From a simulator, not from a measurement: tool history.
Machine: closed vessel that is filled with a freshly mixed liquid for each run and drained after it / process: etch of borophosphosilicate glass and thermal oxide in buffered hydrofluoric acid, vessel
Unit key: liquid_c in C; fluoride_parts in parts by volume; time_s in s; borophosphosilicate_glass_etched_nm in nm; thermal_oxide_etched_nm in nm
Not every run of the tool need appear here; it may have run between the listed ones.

run  hour  liquid_c  fluoride_parts  time_s  borophosphosilicate_glass_etched_nm  thermal_oxide_etched_nm
  1   0.0      22.0            16.0      60                               45.791                   42.464
  2   7.1      21.0            16.0      60                               43.727                   40.084
  3  14.6      18.0            16.0      60                               36.639                   33.656
  4  16.3      18.0            14.0      60                               42.046                   38.503
  5  18.8      18.0            14.0      75                               52.212                   48.177
  6  23.3      18.0            14.0      85                               59.188                   54.301
  7  24.4      19.5            14.0      85                               64.381                   59.201
  8  27.6      20.5            14.0      85                               68.595                   62.382

Expected results for the next run?
  9  32.0      21.5            14.0      85                                    ?                        ?

{"run 9": {"borophosphosilicate_glass_etched_nm": 72.075, "thermal_oxide_etched_nm": 65.498}}
